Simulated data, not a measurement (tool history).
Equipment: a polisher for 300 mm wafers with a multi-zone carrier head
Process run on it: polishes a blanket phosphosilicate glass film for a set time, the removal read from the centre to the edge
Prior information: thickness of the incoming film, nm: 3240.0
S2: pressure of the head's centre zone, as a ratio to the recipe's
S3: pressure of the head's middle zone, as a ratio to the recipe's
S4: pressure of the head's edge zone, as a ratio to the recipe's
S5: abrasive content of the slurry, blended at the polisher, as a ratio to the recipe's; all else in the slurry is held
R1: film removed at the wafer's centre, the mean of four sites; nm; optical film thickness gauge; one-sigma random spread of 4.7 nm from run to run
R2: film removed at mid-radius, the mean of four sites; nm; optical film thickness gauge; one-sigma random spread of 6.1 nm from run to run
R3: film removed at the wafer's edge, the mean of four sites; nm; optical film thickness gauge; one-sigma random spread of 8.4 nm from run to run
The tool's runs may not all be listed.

Run 1, hour 0: flow of slurry (ml/min) 155, S2 1, S3 1, S4 1, S5 1, polishing time (s) 72. Result: R1 395.1 nm, R2 403.13 nm, R3 396.36 nm.
Run 2, hour 8.9: flow of slurry (ml/min) 155, S2 1, S3 1, S4 1.06, S5 1, polishing time (s) 72. Result: R1 398.24 nm, R2 403.19 nm, R3 408.59 nm.
Run 3, hour 12.3: flow of slurry (ml/min) 175, S2 1.06, S3 1.02, S4 1.08, S5 1.15, polishing time (s) 72. Result: R1 458.72 nm, R2 443.67 nm, R3 437.31 nm.
Run 4, hour 17.4: flow of slurry (ml/min) 175, S2 1.06, S3 0.99, S4 1.08, S5 1.15, polishing time (s) 72. Result: R1 458.09 nm, R2 432 nm, R3 448.52 nm.
Run 5, hour 23.3: flow of slurry (ml/min) 140, S2 1.06, S3 0.99, S4 1.08, S5 1.15, polishing time (s) 72. Result: R1 441.23 nm, R2 415.9 nm, R3 437.38 nm.
Run 6, hour 24.6: flow of slurry (ml/min) 170, S2 1.06, S3 0.99, S4 1.08, S5 1.15, polishing time (s) 72. Result: R1 458.24 nm, R2 432.49 nm, R3 450.83 nm.
Run 7, hour 27.8: flow of slurry (ml/min) 185, S2 1.1, S3 1.01, S4 1.08, S5 1.25, polishing time (s) 73. Result: R1 496.25 nm, R2 467.56 nm, R3 481.66 nm.

Predict the results of run 8:
Run 8, hour 34.2: flow of slurry (ml/min) 205, S2 1.13, S3 1, S4 1.04, S5 1.2, polishing time (s) 78. Result: R1 ?, R2 ?, R3 ?.

{"run 8": {"R1": 550.9, "R2": 481.6, "R3": 494.59}}
